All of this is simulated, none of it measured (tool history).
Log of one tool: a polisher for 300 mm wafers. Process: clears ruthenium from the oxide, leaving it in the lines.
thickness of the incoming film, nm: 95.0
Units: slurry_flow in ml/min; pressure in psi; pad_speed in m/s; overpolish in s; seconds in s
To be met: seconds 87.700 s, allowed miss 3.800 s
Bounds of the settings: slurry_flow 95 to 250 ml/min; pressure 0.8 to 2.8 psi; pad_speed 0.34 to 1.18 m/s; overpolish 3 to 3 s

Run 1, hour 0.0: slurry_flow 160 ml/min, pressure 1.8 psi, pad_speed 0.76 m/s, overpolish 3 s. Result: seconds 128.380 s.
Run 2, hour 8.3: slurry_flow 135 ml/min, pressure 1.8 psi, pad_speed 0.76 m/s, overpolish 3 s. Result: seconds 135.770 s.
Run 3, hour 12.9: slurry_flow 135 ml/min, pressure 1.8 psi, pad_speed 0.76 m/s, overpolish 3 s. Result: seconds 133.220 s.
Run 4, hour 16.9: slurry_flow 140 ml/min, pressure 1.9 psi, pad_speed 0.76 m/s, overpolish 3 s. Result: seconds 123.700 s.
Run 5, hour 24.3: slurry_flow 140 ml/min, pressure 2.2 psi, pad_speed 0.76 m/s, overpolish 3 s. Result: seconds 106.940 s.
Run 6, hour 30.4: slurry_flow 140 ml/min, pressure 1.8 psi, pad_speed 0.76 m/s, overpolish 3 s. Result: seconds 133.080 s.
Run 7, hour 32.1: slurry_flow 145 ml/min, pressure 1.9 psi, pad_speed 0.76 m/s, overpolish 3 s. Result: seconds 126.020 s.
Run 8, hour 39.2: slurry_flow 150 ml/min, pressure 2.0 psi, pad_speed 0.76 m/s, overpolish 3 s. Result: seconds 117.750 s.
Run 9, hour 42.3: slurry_flow 155 ml/min, pressure 2.1 psi, pad_speed 0.76 m/s, overpolish 3 s. Result: seconds 112.820 s.

Which of these 4 next moves meets every target?
Run A, hour 45.4: slurry_flow 160 ml/min, pressure 1.5 psi, pad_speed 0.70 m/s, overpolish 3 s. Result: seconds ?.
Run B, hour 45.4: slurry_flow 150 ml/min, pressure 2.0 psi, pad_speed 0.70 m/s, overpolish 3 s. Result: seconds ?.
Run C, hour 45.4: slurry_flow 140 ml/min, pressure 2.0 psi, pad_speed 0.72 m/s, overpolish 3 s. Result: seconds ?.
Run D, hour 45.4: slurry_flow 190 ml/min, pressure 2.2 psi, pad_speed 0.92 m/s, overpolish 3 s. Result: seconds ?.

move  seconds
   A  168.380
   B  128.900
   C  127.590
   D   89.666
A: further off than the last run
B: further off than the last run
C: further off than the last run
D: meets every target
Move D is the one to make.
